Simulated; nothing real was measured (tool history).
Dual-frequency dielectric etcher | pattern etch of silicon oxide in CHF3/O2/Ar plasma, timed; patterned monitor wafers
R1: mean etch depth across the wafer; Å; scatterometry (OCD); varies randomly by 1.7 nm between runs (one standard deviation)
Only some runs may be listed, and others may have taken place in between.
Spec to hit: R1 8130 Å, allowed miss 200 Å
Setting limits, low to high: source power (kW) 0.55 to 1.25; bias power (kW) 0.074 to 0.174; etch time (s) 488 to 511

run 1 day=0 | source_power_(kW)=0.9 bias_power_(kW)=0.124 etch_time_(s)=488 | R1=9180.6
run 2 day=0.104 | source_power_(kW)=0.81 bias_power_(kW)=0.124 etch_time_(s)=488 | R1=8785.9
run 3 day=0.238 | source_power_(kW)=0.81 bias_power_(kW)=0.132 etch_time_(s)=488 | R1=8898.7
run 4 day=0.492 | source_power_(kW)=0.81 bias_power_(kW)=0.144 etch_time_(s)=488 | R1=9166.9
run 5 day=0.767 | source_power_(kW)=0.77 bias_power_(kW)=0.142 etch_time_(s)=488 | R1=8918.5
run 6 day=0.821 | source_power_(kW)=0.74 bias_power_(kW)=0.141 etch_time_(s)=488 | R1=8717
run 7 day=1.079 | source_power_(kW)=0.72 bias_power_(kW)=0.14 etch_time_(s)=488 | R1=8604.6
run 8 day=1.412 | source_power_(kW)=0.7 bias_power_(kW)=0.139 etch_time_(s)=488 | R1=8455.6
run 9 day=1.779 | source_power_(kW)=0.69 bias_power_(kW)=0.139 etch_time_(s)=488 | R1=8412.2
run 10 day=2.004 | source_power_(kW)=0.68 bias_power_(kW)=0.139 etch_time_(s)=488 | R1=8326.5

Which of these 4 next moves meets every target?
run A day=2.229 | source_power_(kW)=0.6 bias_power_(kW)=0.145 etch_time_(s)=500.5 | R1=?
run B day=2.229 | source_power_(kW)=0.69 bias_power_(kW)=0.142 etch_time_(s)=498.5 | R1=?
run C day=2.229 | source_power_(kW)=0.71 bias_power_(kW)=0.139 etch_time_(s)=489.5 | R1=?
run D day=2.229 | source_power_(kW)=0.68 bias_power_(kW)=0.129 etch_time_(s)=508.5 | R1=?

move=A R1=8134.9
move=B R1=8614.2
move=C R1=8521.6
move=D R1=8490.6
A: every result lands within tolerance
B: further off than the last run
C: further off than the last run
D: further off than the last run
Go with A: it meets all targets.

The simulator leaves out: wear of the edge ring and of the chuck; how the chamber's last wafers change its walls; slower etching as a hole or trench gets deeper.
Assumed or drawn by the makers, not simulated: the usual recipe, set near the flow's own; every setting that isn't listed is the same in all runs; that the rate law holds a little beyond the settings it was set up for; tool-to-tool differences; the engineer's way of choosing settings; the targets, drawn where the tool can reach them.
